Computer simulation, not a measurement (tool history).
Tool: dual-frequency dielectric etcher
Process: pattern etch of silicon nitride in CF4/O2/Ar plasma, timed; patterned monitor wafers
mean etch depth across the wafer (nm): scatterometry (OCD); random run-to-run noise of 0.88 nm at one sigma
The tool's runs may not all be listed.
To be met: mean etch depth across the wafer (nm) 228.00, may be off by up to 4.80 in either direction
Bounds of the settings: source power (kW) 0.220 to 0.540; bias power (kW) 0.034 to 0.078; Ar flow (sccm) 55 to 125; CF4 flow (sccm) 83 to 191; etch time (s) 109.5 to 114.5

run	hour	source power (kW)	bias power (kW)	Ar flow (sccm)	CF4 flow (sccm)	etch time (s)	mean etch depth across the wafer (nm)
1	0.0	0.380	0.056	90	137	109.5	179.10
2	6.9	0.390	0.056	90	137	109.5	181.93
3	13.2	0.390	0.051	90	137	109.5	177.01
4	17.7	0.400	0.051	90	137	109.5	180.69
5	21.4	0.470	0.051	90	137	109.5	204.39
6	23.7	0.480	0.051	90	137	109.5	209.17
7	26.4	0.490	0.051	90	137	109.5	212.34
8	33.1	0.510	0.051	90	137	109.5	218.85
9	38.0	0.520	0.051	90	137	109.5	220.14
# hour 46.4: source power generator calibrated
10	46.4	0.530	0.051	90	137	109.5	234.36

Next run, 5 choices. One meets every target within its allowed miss, the rest don't. Which?
A	54.8	0.540	0.054	96	133	114.5	?
B	54.8	0.540	0.052	85	134	112.5	?
C	54.8	0.520	0.049	87	126	111.0	?
D	54.8	0.540	0.050	69	119	111.5	?
E	54.8	0.520	0.055	85	132	114.0	?

move	mean etch depth across the wafer (nm)
A	248.99
B	245.64
C	229.46
D	244.84
E	245.43
A: moves away from the targets compared with the last run
B: moves away from the targets compared with the last run
C: all results in spec
D: moves away from the targets compared with the last run
E: moves away from the targets compared with the last run
Move C is the one to make.
